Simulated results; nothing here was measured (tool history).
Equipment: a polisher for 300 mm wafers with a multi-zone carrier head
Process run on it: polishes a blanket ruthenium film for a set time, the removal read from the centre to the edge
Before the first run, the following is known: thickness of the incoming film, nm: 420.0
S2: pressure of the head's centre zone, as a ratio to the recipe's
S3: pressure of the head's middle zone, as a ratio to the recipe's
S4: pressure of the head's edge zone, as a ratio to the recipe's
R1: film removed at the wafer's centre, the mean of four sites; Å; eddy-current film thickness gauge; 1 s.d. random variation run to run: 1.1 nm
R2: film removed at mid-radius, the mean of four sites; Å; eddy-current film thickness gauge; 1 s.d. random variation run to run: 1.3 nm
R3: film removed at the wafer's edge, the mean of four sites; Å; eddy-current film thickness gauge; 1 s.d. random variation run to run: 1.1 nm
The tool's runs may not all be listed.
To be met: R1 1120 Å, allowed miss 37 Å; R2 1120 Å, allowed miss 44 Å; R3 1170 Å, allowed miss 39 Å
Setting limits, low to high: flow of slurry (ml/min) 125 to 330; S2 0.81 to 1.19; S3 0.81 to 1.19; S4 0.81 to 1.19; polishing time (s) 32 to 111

run 1 day=0 | flow_of_slurry_(ml/min)=210 S2=1 S3=1 S4=1 polishing_time_(s)=71 | R1=795.09 R2=776.52 R3=808.52
run 2 day=0.296 | flow_of_slurry_(ml/min)=210 S2=1 S3=1 S4=1 polishing_time_(s)=85 | R1=941.96 R2=937.34 R3=945.23
run 3 day=0.371 | flow_of_slurry_(ml/min)=210 S2=1.07 S3=1 S4=1 polishing_time_(s)=85 | R1=990.42 R2=940.75 R3=947.41
run 4 day=0.7 | flow_of_slurry_(ml/min)=210 S2=1.07 S3=0.96 S4=1 polishing_time_(s)=85 | R1=989.02 R2=923.91 R3=957.38
run 5 day=0.754 | flow_of_slurry_(ml/min)=210 S2=1.07 S3=1.02 S4=1 polishing_time_(s)=85 | R1=996.69 R2=951.95 R3=940.04
run 6 day=0.929 | flow_of_slurry_(ml/min)=210 S2=1.07 S3=0.97 S4=1 polishing_time_(s)=85 | R1=1001.5 R2=917.41 R3=940.06
run 7 day=1.192 | flow_of_slurry_(ml/min)=220 S2=1.06 S3=0.99 S4=1.04 polishing_time_(s)=87 | R1=999.12 R2=955.78 R3=984.83
run 8 day=1.367 | flow_of_slurry_(ml/min)=225 S2=1.06 S3=0.99 S4=1.06 polishing_time_(s)=90 | R1=1054.4 R2=991.64 R3=1027.3
run 9 day=1.742 | flow_of_slurry_(ml/min)=230 S2=1.05 S3=1 S4=1.07 polishing_time_(s)=92 | R1=1085.2 R2=1046.1 R3=1048
run 10 day=2 | flow_of_slurry_(ml/min)=230 S2=1.03 S3=0.99 S4=1.08 polishing_time_(s)=94 | R1=1076.8 R2=1041.6 R3=1094.7

Which single option among these 4 for the next run brings every result within its allowed miss of target? Just one does.
run A day=2.258 | flow_of_slurry_(ml/min)=260 S2=0.99 S3=0.99 S4=1.09 polishing_time_(s)=98 | R1=? R2=? R3=?
run B day=2.258 | flow_of_slurry_(ml/min)=240 S2=1.03 S3=1.03 S4=1 polishing_time_(s)=96 | R1=? R2=? R3=?
run C day=2.258 | flow_of_slurry_(ml/min)=220 S2=0.9 S3=1.12 S4=1.1 polishing_time_(s)=100 | R1=? R2=? R3=?
run D day=2.258 | flow_of_slurry_(ml/min)=235 S2=0.94 S3=1.17 S4=1.05 polishing_time_(s)=96 | R1=? R2=? R3=?

move=A R1=1102.9 R2=1110.8 R3=1151.9
move=B R1=1101.1 R2=1114.1 R3=1072.9
move=C R1=1025.1 R2=1232.4 R3=1159.8
move=D R1=1026.6 R2=1239.5 R3=1094.4
A: every result within its allowed miss
B: the biggest miss grows against the last run
C: brings the result that was furthest off to its target, and leaves another outside
D: the biggest miss grows against the last run
Answer: A
